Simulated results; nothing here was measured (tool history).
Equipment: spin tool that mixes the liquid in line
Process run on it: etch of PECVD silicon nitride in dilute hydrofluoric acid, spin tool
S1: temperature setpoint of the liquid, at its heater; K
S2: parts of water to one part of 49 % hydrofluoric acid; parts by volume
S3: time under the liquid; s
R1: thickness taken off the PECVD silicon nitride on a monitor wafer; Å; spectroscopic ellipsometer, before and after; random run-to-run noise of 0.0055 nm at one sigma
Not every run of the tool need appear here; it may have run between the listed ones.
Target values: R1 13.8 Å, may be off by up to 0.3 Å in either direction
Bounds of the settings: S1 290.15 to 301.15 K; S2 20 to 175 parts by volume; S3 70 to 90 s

run 1 hour=0 | S1=293.15 S2=95 S3=90 | R1=27.499
run 2 hour=6.3 | S1=293.15 S2=65 S3=90 | R1=39.526
run 3 hour=10.2 | S1=292.65 S2=75 S3=90 | R1=33.211
run 4 hour=14.6 | S1=292.65 S2=75 S3=70 | R1=25.884
run 5 hour=21.4 | S1=292.65 S2=55 S3=70 | R1=34.928
run 6 hour=29.9 | S1=291.15 S2=55 S3=70 | R1=31.539
run 7 hour=38.6 | S1=291.15 S2=60 S3=70 | R1=28.94
run 8 hour=43.8 | S1=291.15 S2=65 S3=70 | R1=26.736
run 9 hour=50.8 | S1=291.15 S2=70 S3=70 | R1=25.027
-- hour=54.8 hydrofluoric acid flow meter replaced
run 10 hour=54.8 | S1=291.15 S2=75 S3=70 | R1=22.106
run 11 hour=58.7 | S1=290.65 S2=90 S3=70 | R1=17.934
run 12 hour=59.6 | S1=290.15 S2=100 S3=70 | R1=15.629
run 13 hour=66.1 | S1=290.15 S2=105 S3=70 | R1=14.938
run 14 hour=68.4 | S1=290.15 S2=105 S3=70 | R1=14.915
run 15 hour=73.1 | S1=290.15 S2=105 S3=70 | R1=14.91
run 16 hour=80.3 | S1=290.15 S2=105 S3=70 | R1=14.877
run 17 hour=80.9 | S1=290.15 S2=110 S3=70 | R1=14.258

Pick the move, out of 4, that brings all results within their allowed miss; only one does.
run A hour=81.5 | S1=290.65 S2=135 S3=80 | R1=?
run B hour=81.5 | S1=293.15 S2=140 S3=75 | R1=?
run C hour=81.5 | S1=290.15 S2=130 S3=75 | R1=?
run D hour=81.5 | S1=291.15 S2=125 S3=75 | R1=?

move=A R1=13.887
move=B R1=14.89
move=C R1=13.046
move=D R1=14.515
A: in spec on every target
B: its largest miss is bigger than the last run's
C: takes the result that was furthest off past its target
D: its largest miss is bigger than the last run's
Go with A: it meets all targets.
